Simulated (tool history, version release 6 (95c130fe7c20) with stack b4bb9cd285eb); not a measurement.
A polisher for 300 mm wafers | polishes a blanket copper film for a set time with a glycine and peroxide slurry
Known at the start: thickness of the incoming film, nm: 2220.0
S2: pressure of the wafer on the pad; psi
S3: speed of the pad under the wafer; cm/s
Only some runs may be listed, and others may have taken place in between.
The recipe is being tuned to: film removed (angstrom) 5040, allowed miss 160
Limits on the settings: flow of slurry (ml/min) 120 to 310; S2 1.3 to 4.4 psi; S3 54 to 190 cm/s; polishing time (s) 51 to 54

run 1 hour=0 | flow_of_slurry_(ml/min)=200 S2=2.8 S3=122 polishing_time_(s)=51 | film_removed_(angstrom)=3209.5
run 2 hour=5.7 | flow_of_slurry_(ml/min)=200 S2=2.5 S3=122 polishing_time_(s)=51 | film_removed_(angstrom)=2904.3
run 3 hour=7.5 | flow_of_slurry_(ml/min)=200 S2=2.5 S3=122 polishing_time_(s)=51 | film_removed_(angstrom)=2912.2
run 4 hour=9 | flow_of_slurry_(ml/min)=200 S2=2.5 S3=110 polishing_time_(s)=51 | film_removed_(angstrom)=2631.4
run 5 hour=10.5 | flow_of_slurry_(ml/min)=200 S2=2.5 S3=110 polishing_time_(s)=51 | film_removed_(angstrom)=2679.9
run 6 hour=13 | flow_of_slurry_(ml/min)=200 S2=2.5 S3=128 polishing_time_(s)=51 | film_removed_(angstrom)=3012.8
run 7 hour=16.3 | flow_of_slurry_(ml/min)=200 S2=2.7 S3=128 polishing_time_(s)=51 | film_removed_(angstrom)=3235.4
run 8 hour=22.9 | flow_of_slurry_(ml/min)=200 S2=2.8 S3=128 polishing_time_(s)=51 | film_removed_(angstrom)=3344.4
run 9 hour=26.8 | flow_of_slurry_(ml/min)=220 S2=3.6 S3=132 polishing_time_(s)=51 | film_removed_(angstrom)=4316.5
run 10 hour=28.4 | flow_of_slurry_(ml/min)=220 S2=3.7 S3=132 polishing_time_(s)=51 | film_removed_(angstrom)=4289.4
run 11 hour=36.8 | flow_of_slurry_(ml/min)=220 S2=3.8 S3=132 polishing_time_(s)=51 | film_removed_(angstrom)=4469.8

4 next moves are on the table. One of them brings every result within its allowed miss. Which?
run A hour=45.2 | flow_of_slurry_(ml/min)=175 S2=4.4 S3=134 polishing_time_(s)=54 | film_removed_(angstrom)=?
run B hour=45.2 | flow_of_slurry_(ml/min)=240 S2=3.8 S3=138 polishing_time_(s)=54 | film_removed_(angstrom)=?
run C hour=45.2 | flow_of_slurry_(ml/min)=140 S2=3.7 S3=140 polishing_time_(s)=54 | film_removed_(angstrom)=?
run D hour=45.2 | flow_of_slurry_(ml/min)=190 S2=4.1 S3=122 polishing_time_(s)=54 | film_removed_(angstrom)=?

move=A film_removed_(angstrom)=5383.3
move=B film_removed_(angstrom)=5008.2
move=C film_removed_(angstrom)=4659
move=D film_removed_(angstrom)=4685.3
A: takes the biggest miss from the last run beyond its target
B: all results land within tolerance of their targets
C: better than the last run, though not everything is in spec
D: better than the last run, though not everything is in spec
Answer: B

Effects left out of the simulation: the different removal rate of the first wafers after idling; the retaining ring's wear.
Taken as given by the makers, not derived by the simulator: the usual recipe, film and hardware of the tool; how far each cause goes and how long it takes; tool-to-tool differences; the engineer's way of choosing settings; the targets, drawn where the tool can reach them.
